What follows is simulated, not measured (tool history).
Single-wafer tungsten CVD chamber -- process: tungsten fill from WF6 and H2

run	hour	heater temperature setpoint (deg C)	chamber pressure (Pa)	deposition time (s)	mean film thickness on the monitor wafer (Å)
1	0.0	385	3893	22.1	472.77
2	0.7	390	3893	22.1	519.59
3	8.1	388	3880	22.1	503.18
4	16.2	386	3880	22.1	479.46
5	19.7	386	4146	22.1	500.49
6	25.1	392	4146	22.1	550.74
7	30.8	389	4133	22.1	522.66
8	37.9	377	4066	22.1	417.53
9	39.3	376	4066	22.1	407.85

The next listed run, before its measurement:
10	40.9	375	4066	22.1	?

{"run 10": {"mean film thickness on the monitor wafer (Å)": 400.97}}
